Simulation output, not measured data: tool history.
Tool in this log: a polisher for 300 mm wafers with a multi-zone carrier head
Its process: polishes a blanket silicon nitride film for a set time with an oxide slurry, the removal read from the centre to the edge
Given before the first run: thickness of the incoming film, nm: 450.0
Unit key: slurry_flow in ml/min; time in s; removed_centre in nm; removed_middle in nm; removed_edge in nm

run    day  slurry_flow  centre_zone  middle_zone  edge_zone  slurry_solids  time  removed_centre  removed_middle  removed_edge
  1      0          155            1            1          1              1    65           48.09          48.821        50.502
  2  0.025          170         1.05         1.03       1.04           1.15    66          56.741          55.509        55.945
  3   0.15          180         1.07         1.04       1.07           1.25    67          61.586           60.31         60.22
  4  0.396          180         1.07         1.04        1.1           1.25    67          62.918           58.94        61.346
  5  0.758          180         1.07         1.04        1.1           1.35    67          63.624          62.104         63.63
     0.912  -- slurry nozzle cleaned
  6  0.912          180         1.07         1.04        1.1           1.35    54          56.992          54.426        54.972
  7  0.988          185         1.09         1.05       1.12            1.4    59           65.68           60.36        61.562
  8  1.188          190         1.09         1.06       1.14           1.45    61          68.243          64.764        65.008

Predict the results of run 9:
  9  1.412          200         1.09         1.06       1.16           1.45    62               ?               ?             ?

removed_centre: 70.864 nm
removed_middle: 65.73 nm
removed_edge: 66.959 nm
